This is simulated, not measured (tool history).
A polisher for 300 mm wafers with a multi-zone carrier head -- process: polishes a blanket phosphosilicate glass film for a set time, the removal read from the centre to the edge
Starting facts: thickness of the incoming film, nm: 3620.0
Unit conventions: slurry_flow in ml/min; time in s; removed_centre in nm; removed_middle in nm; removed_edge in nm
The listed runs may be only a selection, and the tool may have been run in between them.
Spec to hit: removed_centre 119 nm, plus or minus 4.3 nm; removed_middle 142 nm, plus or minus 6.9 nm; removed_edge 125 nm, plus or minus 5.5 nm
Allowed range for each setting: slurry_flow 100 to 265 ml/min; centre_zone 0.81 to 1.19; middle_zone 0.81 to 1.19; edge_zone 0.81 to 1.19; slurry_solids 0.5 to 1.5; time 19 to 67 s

run 1 hour=0 | slurry_flow=170 centre_zone=1 middle_zone=1 edge_zone=1 slurry_solids=1 time=43 | removed_centre=291.41 removed_middle=311.16 removed_edge=312.95
run 2 hour=1.3 | slurry_flow=165 centre_zone=0.99 middle_zone=1.01 edge_zone=0.98 slurry_solids=0.95 time=40 | removed_centre=258.74 removed_middle=278.59 removed_edge=279.74
run 3 hour=2.2 | slurry_flow=165 centre_zone=0.99 middle_zone=1.03 edge_zone=0.96 slurry_solids=0.9 time=37 | removed_centre=233.48 removed_middle=249.15 removed_edge=250.36
run 4 hour=2.8 | slurry_flow=145 centre_zone=0.99 middle_zone=1.03 edge_zone=0.96 slurry_solids=0.9 time=37 | removed_centre=227.98 removed_middle=247.9 removed_edge=244.14
run 5 hour=6.7 | slurry_flow=145 centre_zone=1.05 middle_zone=1.03 edge_zone=0.96 slurry_solids=0.9 time=37 | removed_centre=241.26 removed_middle=251.7 removed_edge=243.33
run 6 hour=9.2 | slurry_flow=140 centre_zone=1.04 middle_zone=1.05 edge_zone=0.95 slurry_solids=0.85 time=35 | removed_centre=218.65 removed_middle=238.79 removed_edge=227.59
run 7 hour=16.4 | slurry_flow=135 centre_zone=1.04 middle_zone=1.06 edge_zone=0.94 slurry_solids=0.8 time=33 | removed_centre=200.85 removed_middle=212.09 removed_edge=206.93
run 8 hour=22.3 | slurry_flow=130 centre_zone=1.03 middle_zone=1.08 edge_zone=0.92 slurry_solids=0.8 time=32 | removed_centre=189.75 removed_middle=209.89 removed_edge=196.31
run 9 hour=27.4 | slurry_flow=130 centre_zone=1.03 middle_zone=1.09 edge_zone=0.91 slurry_solids=0.75 time=31 | removed_centre=177.5 removed_middle=198.74 removed_edge=182.36
run 10 hour=29.3 | slurry_flow=130 centre_zone=1.02 middle_zone=1.09 edge_zone=0.9 slurry_solids=0.7 time=30 | removed_centre=163.38 removed_middle=189.38 removed_edge=170.3
run 11 hour=30.1 | slurry_flow=130 centre_zone=1.02 middle_zone=1.08 edge_zone=0.89 slurry_solids=0.7 time=29 | removed_centre=159.74 removed_middle=177.9 removed_edge=165.46
run 12 hour=35.4 | slurry_flow=130 centre_zone=1.02 middle_zone=1.08 edge_zone=0.88 slurry_solids=0.7 time=29 | removed_centre=157.31 removed_middle=178.15 removed_edge=162.29
-- hour=41.9 edge zone pressure recalibrated
run 13 hour=41.9 | slurry_flow=130 centre_zone=1.01 middle_zone=1.08 edge_zone=0.87 slurry_solids=0.7 time=29 | removed_centre=155.54 removed_middle=178.09 removed_edge=157.24
run 14 hour=43.6 | slurry_flow=130 centre_zone=1.01 middle_zone=1.08 edge_zone=0.87 slurry_solids=0.7 time=29 | removed_centre=160.83 removed_middle=178.78 removed_edge=157.89
run 15 hour=47.4 | slurry_flow=130 centre_zone=0.99 middle_zone=1.07 edge_zone=0.87 slurry_solids=0.7 time=29 | removed_centre=154.03 removed_middle=174.57 removed_edge=152.76
run 16 hour=55.1 | slurry_flow=130 centre_zone=0.97 middle_zone=1.06 edge_zone=0.88 slurry_solids=0.7 time=29 | removed_centre=148.88 removed_middle=174.63 removed_edge=152.37
run 17 hour=63.1 | slurry_flow=130 centre_zone=0.96 middle_zone=1.04 edge_zone=0.88 slurry_solids=0.7 time=29 | removed_centre=152.44 removed_middle=171.86 removed_edge=152.92

Pick the move, out of 4, that brings all results within their allowed miss; only one does.
run A hour=71.1 | slurry_flow=140 centre_zone=0.98 middle_zone=1.05 edge_zone=1.11 slurry_solids=0.8 time=19 | removed_centre=? removed_middle=? removed_edge=?
run B hour=71.1 | slurry_flow=140 centre_zone=0.96 middle_zone=1.09 edge_zone=0.91 slurry_solids=0.6 time=24 | removed_centre=? removed_middle=? removed_edge=?
run C hour=71.1 | slurry_flow=100 centre_zone=0.97 middle_zone=1.02 edge_zone=0.82 slurry_solids=0.5 time=27 | removed_centre=? removed_middle=? removed_edge=?
run D hour=71.1 | slurry_flow=160 centre_zone=1 middle_zone=1 edge_zone=1.02 slurry_solids=0.5 time=25 | removed_centre=? removed_middle=? removed_edge=?

move=A removed_centre=110.06 removed_middle=123.51 removed_edge=124.14
move=B removed_centre=119.38 removed_middle=141.23 removed_edge=124.96
move=C removed_centre=112.37 removed_middle=126.01 removed_edge=115.84
move=D removed_centre=122.26 removed_middle=128.58 removed_edge=128.34
A: takes the result that was furthest off past its target
B: hits every target within its allowed miss
C: takes the result that was furthest off past its target
D: puts the biggest miss on target and leaves a different result outside tolerance
Correct choice: B, which meets every target
